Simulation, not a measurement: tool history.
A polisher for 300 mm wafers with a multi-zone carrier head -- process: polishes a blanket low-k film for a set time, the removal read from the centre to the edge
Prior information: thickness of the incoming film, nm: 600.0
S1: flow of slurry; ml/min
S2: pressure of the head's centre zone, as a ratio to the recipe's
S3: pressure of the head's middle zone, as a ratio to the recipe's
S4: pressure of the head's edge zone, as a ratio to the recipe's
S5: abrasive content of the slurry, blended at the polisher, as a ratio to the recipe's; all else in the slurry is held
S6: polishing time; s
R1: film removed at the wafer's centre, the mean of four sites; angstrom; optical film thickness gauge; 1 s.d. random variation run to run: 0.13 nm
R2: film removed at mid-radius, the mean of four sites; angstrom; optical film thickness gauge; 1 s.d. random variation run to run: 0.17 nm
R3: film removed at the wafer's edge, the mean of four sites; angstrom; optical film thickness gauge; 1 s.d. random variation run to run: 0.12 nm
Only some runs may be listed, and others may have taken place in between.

run	hour	S1	S2	S3	S4	S5	S6	R1	R2	R3
1	0.0	215	1.00	1.00	1.00	1.00	54	146.51	152.22	144.77
2	3.5	215	1.05	1.00	1.00	1.00	54	153.70	148.29	144.43
3	7.2	220	1.05	0.99	1.02	1.05	54	155.82	150.87	147.94
4	7.9	220	1.05	1.02	1.02	1.05	54	155.41	155.12	149.56
5	15.9	220	1.05	1.01	1.04	1.10	54	160.45	159.73	155.29
6	22.5	220	1.05	1.01	1.04	1.10	47	139.68	141.56	134.71

What does the tool deliver on the next run?
7	27.7	235	1.04	0.91	1.14	1.35	53	?	?	?

For run 7 the tool returned R1 175.88 angstrom, R2 161.51 angstrom, R3 176.09 angstrom.

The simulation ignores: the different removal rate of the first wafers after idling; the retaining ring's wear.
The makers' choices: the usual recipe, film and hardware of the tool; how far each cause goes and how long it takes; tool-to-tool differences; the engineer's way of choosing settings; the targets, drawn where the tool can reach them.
